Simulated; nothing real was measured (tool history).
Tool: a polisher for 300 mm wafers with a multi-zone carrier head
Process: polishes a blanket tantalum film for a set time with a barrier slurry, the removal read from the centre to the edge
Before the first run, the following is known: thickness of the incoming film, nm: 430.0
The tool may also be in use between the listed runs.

run	hour	flow of slurry (ml/min)	pressure of the head's centre zone	pressure of the head's middle zone	pressure of the head's edge zone	abrasive content of the slurry	polishing time (s)	film removed at the wafer's centre (angstrom)	film removed at mid-radius (angstrom)	film removed at the wafer's edge (angstrom)
1	0.0	240	1.00	1.00	1.00	1.00	87	972.54	965.22	944.63
2	2.3	240	1.00	1.00	0.97	1.00	87	964.00	955.79	939.30
3	5.7	240	1.07	1.00	0.97	1.00	87	1033.90	980.54	940.28
4	11.2	235	1.02	1.02	1.00	1.15	88	996.69	1004.10	960.43
5	13.2	240	0.99	1.03	1.02	1.20	92	1034.50	1080.70	1034.20
6	16.6	240	0.99	1.10	1.02	1.20	92	1010.70	1160.70	1025.50
7	22.8	245	0.98	1.09	1.05	1.25	93	1074.20	1165.80	1063.70

Forecast run 8:
8	30.7	240	0.95	1.08	1.07	1.30	95	?	?	?

{"run 8": {"film removed at the wafer's centre (angstrom)": 1049.1, "film removed at mid-radius (angstrom)": 1180.4, "film removed at the wafer's edge (angstrom)": 1107.4}}
